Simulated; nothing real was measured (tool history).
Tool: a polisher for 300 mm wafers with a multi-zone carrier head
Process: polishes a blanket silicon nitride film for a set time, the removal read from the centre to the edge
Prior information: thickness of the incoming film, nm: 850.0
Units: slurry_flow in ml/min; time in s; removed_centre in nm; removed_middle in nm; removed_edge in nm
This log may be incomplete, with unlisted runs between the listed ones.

run 1 hour=0.0 | slurry_flow=130 centre_zone=1.00 middle_zone=1.00 edge_zone=1.00 time=90 | removed_centre=183.02 removed_middle=189.62 removed_edge=184.10
run 2 hour=8.3 | slurry_flow=130 centre_zone=0.98 middle_zone=1.00 edge_zone=1.03 time=93 | removed_centre=185.68 removed_middle=192.37 removed_edge=192.70
run 3 hour=10.4 | slurry_flow=130 centre_zone=0.98 middle_zone=1.00 edge_zone=0.94 time=93 | removed_centre=185.77 removed_middle=196.31 removed_edge=184.90
run 4 hour=14.6 | slurry_flow=135 centre_zone=0.96 middle_zone=1.01 edge_zone=0.97 time=96 | removed_centre=187.99 removed_middle=206.01 removed_edge=193.64
run 5 hour=19.8 | slurry_flow=135 centre_zone=0.96 middle_zone=1.05 edge_zone=0.97 time=96 | removed_centre=190.57 removed_middle=206.53 removed_edge=194.36
run 6 hour=20.3 | slurry_flow=135 centre_zone=0.96 middle_zone=1.05 edge_zone=0.93 time=96 | removed_centre=188.84 removed_middle=209.60 removed_edge=189.92
run 7 hour=23.9 | slurry_flow=135 centre_zone=0.95 middle_zone=1.05 edge_zone=0.96 time=99 | removed_centre=192.95 removed_middle=218.43 removed_edge=197.82
run 8 hour=31.3 | slurry_flow=140 centre_zone=0.94 middle_zone=1.04 edge_zone=0.99 time=101 | removed_centre=197.34 removed_middle=220.93 removed_edge=205.57

What does the tool deliver on the next run?
run 9 hour=39.9 | slurry_flow=140 centre_zone=0.93 middle_zone=1.03 edge_zone=1.02 time=104 | removed_centre=? removed_middle=? removed_edge=?

{"run 9": {"removed_centre": 199.68, "removed_middle": 224.8, "removed_edge": 212.65}}

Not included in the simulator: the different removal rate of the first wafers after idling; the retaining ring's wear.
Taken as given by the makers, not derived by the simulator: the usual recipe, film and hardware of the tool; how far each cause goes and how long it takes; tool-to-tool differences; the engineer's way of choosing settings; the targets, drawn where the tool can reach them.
